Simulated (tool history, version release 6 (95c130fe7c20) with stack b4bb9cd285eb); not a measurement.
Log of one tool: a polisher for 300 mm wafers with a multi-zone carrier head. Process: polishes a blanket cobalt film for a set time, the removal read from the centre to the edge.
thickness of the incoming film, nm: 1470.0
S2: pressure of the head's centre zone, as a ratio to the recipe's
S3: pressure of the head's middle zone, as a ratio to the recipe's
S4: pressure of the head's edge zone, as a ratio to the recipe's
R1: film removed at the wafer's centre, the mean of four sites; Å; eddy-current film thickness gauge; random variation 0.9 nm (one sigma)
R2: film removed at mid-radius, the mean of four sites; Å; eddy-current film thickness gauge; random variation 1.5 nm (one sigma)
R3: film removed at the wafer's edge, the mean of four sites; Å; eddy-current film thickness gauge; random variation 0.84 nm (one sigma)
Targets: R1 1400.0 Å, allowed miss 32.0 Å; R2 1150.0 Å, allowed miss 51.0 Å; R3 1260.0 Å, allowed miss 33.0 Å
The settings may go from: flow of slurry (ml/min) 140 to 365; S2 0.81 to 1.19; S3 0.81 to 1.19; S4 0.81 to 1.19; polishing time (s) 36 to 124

Run 1, hour 0.0: flow of slurry (ml/min) 235, S2 1.00, S3 1.00, S4 1.00, polishing time (s) 79. Result: R1 2035.9 Å, R2 1999.3 Å, R3 2043.3 Å.
Run 2, hour 4.1: flow of slurry (ml/min) 235, S2 1.00, S3 0.98, S4 0.98, polishing time (s) 75. Result: R1 1918.3 Å, R2 1831.0 Å, R3 1947.5 Å.
Run 3, hour 10.6: flow of slurry (ml/min) 235, S2 1.01, S3 0.98, S4 0.97, polishing time (s) 71. Result: R1 1828.8 Å, R2 1794.2 Å, R3 1788.7 Å.
Run 4, hour 11.5: flow of slurry (ml/min) 235, S2 1.01, S3 1.06, S4 0.97, polishing time (s) 71. Result: R1 1864.8 Å, R2 1941.8 Å, R3 1811.5 Å.
Run 5, hour 14.0: flow of slurry (ml/min) 235, S2 1.06, S3 1.06, S4 0.97, polishing time (s) 71. Result: R1 1899.1 Å, R2 1933.1 Å, R3 1816.8 Å.
Run 6, hour 15.0: flow of slurry (ml/min) 235, S2 1.06, S3 1.06, S4 0.94, polishing time (s) 71. Result: R1 1915.2 Å, R2 1915.1 Å, R3 1764.5 Å.
Run 7, hour 18.7: flow of slurry (ml/min) 230, S2 1.06, S3 1.03, S4 0.93, polishing time (s) 69. Result: R1 1881.1 Å, R2 1763.8 Å, R3 1727.9 Å.
Run 8, hour 21.5: flow of slurry (ml/min) 240, S2 1.04, S3 0.93, S4 0.83, polishing time (s) 47. Result: R1 1239.4 Å, R2 1106.2 Å, R3 1126.5 Å.
Run 9, hour 28.6: flow of slurry (ml/min) 245, S2 1.05, S3 0.93, S4 0.85, polishing time (s) 47. Result: R1 1254.5 Å, R2 1132.6 Å, R3 1142.2 Å.
Run 10, hour 33.6: flow of slurry (ml/min) 245, S2 1.06, S3 0.92, S4 0.87, polishing time (s) 47. Result: R1 1262.8 Å, R2 1114.4 Å, R3 1150.2 Å.

Which of these 5 next moves meets every target?
Run A, hour 38.6: flow of slurry (ml/min) 175, S2 1.09, S3 0.81, S4 0.96, polishing time (s) 51. Result: R1 ?, R2 ?, R3 ?.
Run B, hour 38.6: flow of slurry (ml/min) 260, S2 1.18, S3 0.89, S4 0.82, polishing time (s) 49. Result: R1 ?, R2 ?, R3 ?.
Run C, hour 38.6: flow of slurry (ml/min) 260, S2 1.05, S3 0.85, S4 0.86, polishing time (s) 52. Result: R1 ?, R2 ?, R3 ?.
Run D, hour 38.6: flow of slurry (ml/min) 285, S2 1.15, S3 0.85, S4 0.86, polishing time (s) 51. Result: R1 ?, R2 ?, R3 ?.
Run E, hour 38.6: flow of slurry (ml/min) 240, S2 1.13, S3 0.92, S4 0.84, polishing time (s) 49. Result: R1 ?, R2 ?, R3 ?.

move      R1      R2      R3
   A  1321.2  1048.8  1251.8
   B  1442.4  1152.8  1172.1
   C  1395.3  1178.4  1269.5
   D  1487.0  1167.1  1254.7
   E  1378.8  1173.8  1174.7
A: nearer than the last run, and not there yet
B: takes the result that was furthest off past its target
C: meets every target
D: takes the result that was furthest off past its target
E: brings the result that was furthest off to its target, and leaves another outside
Answer: C
